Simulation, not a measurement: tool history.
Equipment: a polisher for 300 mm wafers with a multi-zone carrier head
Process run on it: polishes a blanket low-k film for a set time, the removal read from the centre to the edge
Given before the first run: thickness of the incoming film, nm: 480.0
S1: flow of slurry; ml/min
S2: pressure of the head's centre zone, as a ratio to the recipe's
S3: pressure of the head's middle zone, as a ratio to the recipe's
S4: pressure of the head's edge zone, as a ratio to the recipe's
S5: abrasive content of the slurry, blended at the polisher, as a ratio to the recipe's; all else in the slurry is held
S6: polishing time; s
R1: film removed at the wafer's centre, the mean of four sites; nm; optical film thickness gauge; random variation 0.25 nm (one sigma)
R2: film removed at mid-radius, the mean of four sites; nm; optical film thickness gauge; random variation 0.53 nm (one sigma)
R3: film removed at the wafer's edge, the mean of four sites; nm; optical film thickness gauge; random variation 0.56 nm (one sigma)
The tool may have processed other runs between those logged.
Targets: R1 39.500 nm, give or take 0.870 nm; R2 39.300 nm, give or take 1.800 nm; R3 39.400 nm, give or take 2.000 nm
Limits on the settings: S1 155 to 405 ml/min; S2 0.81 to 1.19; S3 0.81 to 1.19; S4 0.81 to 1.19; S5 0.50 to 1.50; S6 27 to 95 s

| run | hour | S1 | S2 | S3 | S4 | S5 | S6 | R1 | R2 | R3 |
|---|---|---|---|---|---|---|---|---|---|---|
| 1 | 0.0 | 260 | 1.00 | 1.00 | 1.00 | 1.00 | 61 | 23.717 | 22.816 | 22.659 |
| 2 | 1.9 | 260 | 1.00 | 1.01 | 1.02 | 1.05 | 63 | 25.063 | 23.955 | 24.261 |
| 3 | 10.3 | 260 | 1.00 | 1.01 | 1.08 | 1.05 | 63 | 24.869 | 23.956 | 24.433 |
| 4 | 15.0 | 260 | 1.00 | 1.02 | 1.09 | 1.10 | 65 | 26.324 | 26.174 | 26.259 |
| 5 | 18.6 | 260 | 1.01 | 1.02 | 1.10 | 1.15 | 66 | 27.899 | 26.629 | 27.293 |
| 6 | 20.3 | 260 | 1.01 | 1.02 | 1.10 | 1.15 | 55 | 23.546 | 21.962 | 22.939 |
| 7 | 24.3 | 260 | 1.01 | 1.03 | 1.11 | 1.20 | 57 | 24.628 | 24.051 | 24.982 |
| 8 | 31.8 | 265 | 1.02 | 1.04 | 1.12 | 1.25 | 59 | 26.313 | 25.173 | 25.546 |
| 9 | 38.7 | 260 | 1.02 | 1.04 | 1.12 | 1.30 | 61 | 27.593 | 26.392 | 26.687 |
| 10 | 46.0 | 260 | 1.02 | 1.04 | 1.13 | 1.30 | 63 | 28.388 | 26.654 | 28.052 |
| 11 | 46.5 | 260 | 1.02 | 1.05 | 1.13 | 1.30 | 65 | 29.413 | 27.836 | 28.904 |
| 12 | 55.0 | 260 | 1.02 | 1.06 | 1.13 | 1.30 | 67 | 30.403 | 30.072 | 30.432 |

5 candidate next runs follow, results not yet known. Just one meets every target within its allowed miss. Identify it.
| A | 63.5 | 290 | 1.01 | 0.82 | 1.19 | 1.45 | 95 | ? | ? | ? |
| B | 63.5 | 230 | 0.89 | 1.03 | 1.14 | 1.15 | 67 | ? | ? | ? |
| C | 63.5 | 235 | 0.90 | 0.94 | 1.19 | 1.35 | 81 | ? | ? | ? |
| D | 63.5 | 280 | 1.01 | 1.06 | 1.14 | 1.15 | 92 | ? | ? | ? |
| E | 63.5 | 190 | 0.81 | 0.98 | 1.19 | 1.40 | 92 | ? | ? | ? |

| move | R1 | R2 | R3 |
|---|---|---|---|
| A | 45.116 | 36.094 | 44.646 |
| B | 24.658 | 26.770 | 27.370 |
| C | 32.439 | 32.425 | 36.275 |
| D | 39.456 | 38.446 | 38.223 |
| E | 32.544 | 37.508 | 40.885 |
A: pushes the last run's worst result past its target
B: its largest miss is bigger than the last run's
C: closes in on the targets versus the last run, not all within tolerance yet
D: all results in spec
E: closes in on the targets versus the last run, not all within tolerance yet
Correct choice: D, which meets every target

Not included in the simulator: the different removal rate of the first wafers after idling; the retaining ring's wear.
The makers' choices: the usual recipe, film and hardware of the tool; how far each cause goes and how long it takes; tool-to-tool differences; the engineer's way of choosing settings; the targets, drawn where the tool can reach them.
